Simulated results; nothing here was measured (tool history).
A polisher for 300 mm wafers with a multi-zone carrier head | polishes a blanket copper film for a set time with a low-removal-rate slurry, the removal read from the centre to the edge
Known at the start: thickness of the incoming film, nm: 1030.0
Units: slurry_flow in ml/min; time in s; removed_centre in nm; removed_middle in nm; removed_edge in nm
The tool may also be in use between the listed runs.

{"run": 1, "hour": 0.0, "slurry_flow": 235, "centre_zone": 1, "middle_zone": 1, "edge_zone": 1, "slurry_solids": 1, "time": 73, "removed_centre": 201.97, "removed_middle": 201.95, "removed_edge": 206.75}
{"run": 2, "hour": 5.3, "slurry_flow": 235, "centre_zone": 1, "middle_zone": 1, "edge_zone": 1, "slurry_solids": 1.15, "time": 73, "removed_centre": 209.9, "removed_middle": 204.24, "removed_edge": 209.43}
{"run": 3, "hour": 12.0, "slurry_flow": 235, "centre_zone": 0.98, "middle_zone": 1.01, "edge_zone": 0.97, "slurry_solids": 1, "time": 63, "removed_centre": 175.44, "removed_middle": 175.59, "removed_edge": 172.86}
{"run": 4, "hour": 19.0, "slurry_flow": 230, "centre_zone": 0.94, "middle_zone": 1.01, "edge_zone": 0.95, "slurry_solids": 0.9, "time": 57, "removed_centre": 144.26, "removed_middle": 155.08, "removed_edge": 152.97}
{"run": 5, "hour": 25.5, "slurry_flow": 230, "centre_zone": 0.9, "middle_zone": 1.01, "edge_zone": 0.95, "slurry_solids": 0.9, "time": 57, "removed_centre": 141.33, "removed_middle": 155.97, "removed_edge": 150.99}
{"run": 6, "hour": 30.9, "slurry_flow": 230, "centre_zone": 0.89, "middle_zone": 1.01, "edge_zone": 0.92, "slurry_solids": 0.8, "time": 54, "removed_centre": 128.4, "removed_middle": 143.13, "removed_edge": 136.52}

Run 7 comes next. What will it give?
{"run": 7, "hour": 37.2, "slurry_flow": 225, "centre_zone": 0.87, "middle_zone": 1, "edge_zone": 0.89, "slurry_solids": 0.7, "time": 53, "removed_centre": "?", "removed_middle": "?", "removed_edge": "?"}

removed_centre: 121.78 nm
removed_middle: 138.33 nm
removed_edge: 129.87 nm

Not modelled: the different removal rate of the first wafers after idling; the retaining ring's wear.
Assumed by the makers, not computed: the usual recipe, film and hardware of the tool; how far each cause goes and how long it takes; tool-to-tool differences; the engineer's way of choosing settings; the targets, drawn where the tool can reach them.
